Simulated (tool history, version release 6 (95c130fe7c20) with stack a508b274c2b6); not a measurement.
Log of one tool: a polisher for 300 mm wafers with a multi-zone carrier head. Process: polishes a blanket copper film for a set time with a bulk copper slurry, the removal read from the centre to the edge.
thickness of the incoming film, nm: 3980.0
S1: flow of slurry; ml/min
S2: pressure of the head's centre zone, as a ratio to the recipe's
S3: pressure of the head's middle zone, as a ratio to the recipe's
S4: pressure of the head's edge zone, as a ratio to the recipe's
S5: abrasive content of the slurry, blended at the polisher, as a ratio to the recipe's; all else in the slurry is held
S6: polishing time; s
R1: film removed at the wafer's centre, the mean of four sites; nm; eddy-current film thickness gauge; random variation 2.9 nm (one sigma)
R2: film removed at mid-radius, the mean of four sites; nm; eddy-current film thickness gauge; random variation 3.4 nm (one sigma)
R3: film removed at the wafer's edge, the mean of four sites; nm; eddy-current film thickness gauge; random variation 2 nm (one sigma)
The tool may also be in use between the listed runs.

| run | hour | S1 | S2 | S3 | S4 | S5 | S6 | R1 | R2 | R3 |
|---|---|---|---|---|---|---|---|---|---|---|
| 1 | 0 | 180 | 1 | 1 | 1 | 1 | 42 | 408.13 | 411.86 | 417.28 |
| 2 | 5.8 | 180 | 1 | 1 | 1 | 0.85 | 42 | 397.39 | 402.27 | 401.59 |
| 3 | 7.4 | 180 | 1 | 1 | 1 | 1.05 | 42 | 411.62 | 415.7 | 417.18 |
| 4 | 8.2 | 175 | 0.98 | 1.02 | 0.96 | 0.95 | 39 | 372.93 | 382.76 | 370.99 |
| 5 | 12.1 | 170 | 0.94 | 1.04 | 0.93 | 0.85 | 38 | 324.91 | 367.31 | 347.48 |
| 6 | 18.6 | 205 | 0.94 | 1.04 | 0.93 | 0.85 | 38 | 338.34 | 383.71 | 351.15 |
| 7 | 26.8 | 205 | 0.93 | 1.04 | 0.91 | 0.75 | 37 | 322.59 | 355.74 | 330.48 |
| 8 | 33 | 205 | 0.92 | 1.06 | 0.89 | 0.7 | 36 | 303.06 | 346.6 | 316.05 |
| 9 | 41.1 | 205 | 0.92 | 1.08 | 0.87 | 0.65 | 35 | 296.3 | 339.59 | 300.35 |
| 10 | 48.7 | 205 | 0.92 | 1.08 | 0.87 | 0.65 | 35 | 291.27 | 338.63 | 299.12 |
| 11 | 56.5 | 195 | 0.92 | 1.09 | 0.85 | 0.6 | 35 | 288.45 | 331.03 | 289.05 |
| 12 | 63.6 | 185 | 0.91 | 1.1 | 0.84 | 0.6 | 35 | 280.31 | 335.54 | 287.7 |
|  | 64.3 | slurry nozzle cleaned |
| 13 | 64.3 | 180 | 0.91 | 1.1 | 0.83 | 0.55 | 35 | 284.91 | 341.01 | 289.06 |

Forecast run 14:
| 14 | 66.9 | 180 | 0.91 | 1.1 | 0.83 | 0.55 | 35 | ? | ? | ? |

R1: 280.95 nm
R2: 337.27 nm
R3: 286.02 nm

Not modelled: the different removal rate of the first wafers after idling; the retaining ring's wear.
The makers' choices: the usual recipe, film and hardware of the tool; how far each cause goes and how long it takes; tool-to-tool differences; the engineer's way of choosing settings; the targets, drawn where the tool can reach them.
